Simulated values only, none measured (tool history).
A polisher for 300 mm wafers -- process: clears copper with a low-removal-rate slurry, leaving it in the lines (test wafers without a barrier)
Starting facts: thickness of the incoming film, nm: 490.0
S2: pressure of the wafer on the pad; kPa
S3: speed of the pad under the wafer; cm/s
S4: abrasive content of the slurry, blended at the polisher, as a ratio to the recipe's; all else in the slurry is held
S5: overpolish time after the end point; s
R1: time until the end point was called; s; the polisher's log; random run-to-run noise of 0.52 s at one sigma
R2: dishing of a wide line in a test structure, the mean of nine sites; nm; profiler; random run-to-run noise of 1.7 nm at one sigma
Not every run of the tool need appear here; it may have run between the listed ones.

{"run": 1, "day": 0.0, "flow of slurry (ml/min)": 145, "S2": 26.2, "S3": 140, "S4": 1, "S5": 13, "R1": 86.121, "R2": 49.587}
{"run": 2, "day": 0.329, "flow of slurry (ml/min)": 115, "S2": 26.2, "S3": 140, "S4": 1, "S5": 13, "R1": 86.857, "R2": 45.565}
{"run": 3, "day": 0.458, "flow of slurry (ml/min)": 115, "S2": 31.7, "S3": 140, "S4": 1, "S5": 13, "R1": 71.723, "R2": 55.843}
{"run": 4, "day": 0.817, "flow of slurry (ml/min)": 125, "S2": 34.5, "S3": 140, "S4": 1, "S5": 14, "R1": 66.701, "R2": 64.876}
{"run": 5, "day": 0.917, "flow of slurry (ml/min)": 100, "S2": 34.5, "S3": 140, "S4": 1, "S5": 14, "R1": 69.992, "R2": 63.372}
{"run": 6, "day": 1.104, "flow of slurry (ml/min)": 100, "S2": 34.5, "S3": 122, "S4": 1, "S5": 14, "R1": 76.6, "R2": 57.672}
{"day": 1.396, "done": "slurry blender recalibrated"}
{"run": 7, "day": 1.396, "flow of slurry (ml/min)": 110, "S2": 36.5, "S3": 130, "S4": 1, "S5": 15, "R1": 66.024, "R2": 69.872}
{"run": 8, "day": 1.442, "flow of slurry (ml/min)": 125, "S2": 37.9, "S3": 132, "S4": 1, "S5": 16, "R1": 62.857, "R2": 78.311}
{"run": 9, "day": 1.592, "flow of slurry (ml/min)": 130, "S2": 38.6, "S3": 136, "S4": 1, "S5": 16, "R1": 59.899, "R2": 81.63}
{"run": 10, "day": 1.621, "flow of slurry (ml/min)": 135, "S2": 39.3, "S3": 140, "S4": 1, "S5": 16, "R1": 56.975, "R2": 82.992}
{"run": 11, "day": 1.683, "flow of slurry (ml/min)": 135, "S2": 40, "S3": 142, "S4": 1, "S5": 16, "R1": 55.288, "R2": 86.851}

Run 12 is up next; what results do you expect?
{"run": 12, "day": 1.708, "flow of slurry (ml/min)": 135, "S2": 40, "S3": 144, "S4": 1, "S5": 16, "R1": "?", "R2": "?"}

R1: 53.716 s
R2: 88.704 nm
